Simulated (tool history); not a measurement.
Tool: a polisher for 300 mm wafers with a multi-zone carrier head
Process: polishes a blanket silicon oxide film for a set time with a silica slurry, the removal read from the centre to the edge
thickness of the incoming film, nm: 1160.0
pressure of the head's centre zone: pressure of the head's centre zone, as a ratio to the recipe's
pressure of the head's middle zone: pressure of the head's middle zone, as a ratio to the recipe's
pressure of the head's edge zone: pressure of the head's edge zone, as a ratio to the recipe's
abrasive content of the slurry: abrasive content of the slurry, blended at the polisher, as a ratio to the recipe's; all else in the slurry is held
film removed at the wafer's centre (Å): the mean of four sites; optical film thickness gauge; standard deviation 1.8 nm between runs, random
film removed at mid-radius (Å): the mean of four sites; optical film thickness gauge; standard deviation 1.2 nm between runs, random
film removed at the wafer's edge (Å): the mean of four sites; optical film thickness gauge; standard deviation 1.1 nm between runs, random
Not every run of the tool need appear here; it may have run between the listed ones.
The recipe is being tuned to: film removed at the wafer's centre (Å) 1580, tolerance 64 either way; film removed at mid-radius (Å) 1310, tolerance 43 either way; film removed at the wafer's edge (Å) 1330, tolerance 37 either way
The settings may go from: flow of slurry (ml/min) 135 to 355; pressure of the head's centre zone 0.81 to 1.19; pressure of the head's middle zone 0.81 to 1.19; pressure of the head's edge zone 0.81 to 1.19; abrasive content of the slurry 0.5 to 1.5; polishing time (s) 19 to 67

run,hour,flow of slurry (ml/min),pressure of the head's centre zone,pressure of the head's middle zone,pressure of the head's edge zone,abrasive content of the slurry,polishing time (s),film removed at the wafer's centre (Å),film removed at mid-radius (Å),film removed at the wafer's edge (Å)
1,0,225,1,1,1,1,43,1286.3,1305.2,1324.8
2,6.5,240,1.05,0.99,0.99,1,43,1381.5,1324,1336.3
3,10.3,220,1.05,0.99,0.99,1,43,1370.1,1295.4,1321.5
4,17.7,230,1.08,0.98,0.98,1,43,1386.3,1286.5,1334.2
5,19.8,230,1.08,0.98,0.98,1,34,1111.6,1022.3,1045
6,21.2,230,1.08,0.98,0.98,1,28,896.92,839.27,859.27
7,28.6,250,1.12,0.98,0.98,1.15,30,1106.6,992.78,997.67
8,30.1,315,1.19,0.98,1.08,1.4,31,1325.3,1124.4,1179.2
9,38.7,315,1.19,0.98,1.08,1.4,31,1297.2,1113.2,1172.6
10,46.9,315,1.19,0.97,1.04,1.45,33,1413.8,1171.4,1259.5
11,49.5,315,1.19,0.97,1.04,1.45,33,1457,1197,1250.4
12,53.3,315,1.19,0.97,1.04,1.45,33,1390.2,1183.8,1242.4
13,59.6,315,1.19,0.97,1.04,1.45,33,1431.9,1196.5,1264.5
14,62,320,1.19,0.97,1.01,1.45,34,1458.1,1218.3,1277.8
15,66,315,1.19,0.97,0.98,1.45,35,1513.6,1260.1,1284.4
16,72.7,315,1.19,0.97,0.97,1.45,35,1497.5,1263.2,1287.3
17,74.6,315,1.19,0.96,0.95,1.45,35,1496.3,1238.7,1284.3

Exactly one of the 4 candidate moves below puts every result within its allowed miss. Which one?
A,76.5,340,1.18,0.96,0.94,1.3,38,?,?,?
B,76.5,290,1.15,1.12,0.95,1.45,32,?,?,?
C,76.5,325,1.07,1.05,0.98,1.05,39,?,?,?
D,76.5,325,1.07,0.97,0.95,1.45,37,?,?,?

move,film removed at the wafer's centre (Å),film removed at mid-radius (Å),film removed at the wafer's edge (Å)
A,1576,1293.4,1325.6
B,1332.2,1277.7,1155.3
C,1339.4,1301.7,1258.5
D,1452.6,1321,1348.6
A: each result inside its tolerance
B: brings the last run's worst result on target, with another outside its allowed miss
C: brings the last run's worst result on target, with another outside its allowed miss
D: brings the last run's worst result on target, with another outside its allowed miss
The move that meets every target is A.
